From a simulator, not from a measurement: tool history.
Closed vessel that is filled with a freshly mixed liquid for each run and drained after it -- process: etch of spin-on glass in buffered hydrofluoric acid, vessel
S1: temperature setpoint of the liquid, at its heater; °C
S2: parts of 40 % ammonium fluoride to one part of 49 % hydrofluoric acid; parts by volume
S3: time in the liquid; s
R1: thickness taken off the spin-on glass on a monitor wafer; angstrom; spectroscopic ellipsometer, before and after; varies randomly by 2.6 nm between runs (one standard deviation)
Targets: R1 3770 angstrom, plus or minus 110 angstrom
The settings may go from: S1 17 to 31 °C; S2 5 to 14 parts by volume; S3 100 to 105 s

{"run": 1, "day": 0.0, "S1": 23, "S2": 8.5, "S3": 100, "R1": 2094}
{"run": 2, "day": 0.375, "S1": 23, "S2": 8.5, "S3": 100, "R1": 2100.4}
{"run": 3, "day": 0.708, "S1": 23, "S2": 8.5, "S3": 100, "R1": 2089}
{"run": 4, "day": 0.9, "S1": 24.5, "S2": 8, "S3": 100, "R1": 2423.4}
{"run": 5, "day": 1.058, "S1": 24.5, "S2": 8, "S3": 105, "R1": 2559.4}
{"run": 6, "day": 1.158, "S1": 27.5, "S2": 8, "S3": 105, "R1": 2963.5}
{"run": 7, "day": 1.279, "S1": 31, "S2": 7, "S3": 105, "R1": 4136.3}
{"run": 8, "day": 1.433, "S1": 30.5, "S2": 7, "S3": 105, "R1": 4103.6}
{"run": 9, "day": 1.508, "S1": 30, "S2": 7, "S3": 105, "R1": 3932.8}

Next run, 4 choices. One meets every target within its allowed miss, the rest don't. Which?
{"run": "A", "day": 1.583, "S1": 29, "S2": 6, "S3": 100, "R1": "?"}
{"run": "B", "day": 1.583, "S1": 29, "S2": 6.5, "S3": 100, "R1": "?"}
{"run": "C", "day": 1.583, "S1": 30, "S2": 7.5, "S3": 100, "R1": "?"}
{"run": "D", "day": 1.583, "S1": 31, "S2": 7, "S3": 100, "R1": "?"}

move=A R1=4047.3
move=B R1=3776.9
move=C R1=3465.4
move=D R1=3932.9
A: lands further from the targets than the last run did
B: all results in spec
C: takes the result that was furthest off past its target
D: as far off as the last run
Go with B: it meets all targets.

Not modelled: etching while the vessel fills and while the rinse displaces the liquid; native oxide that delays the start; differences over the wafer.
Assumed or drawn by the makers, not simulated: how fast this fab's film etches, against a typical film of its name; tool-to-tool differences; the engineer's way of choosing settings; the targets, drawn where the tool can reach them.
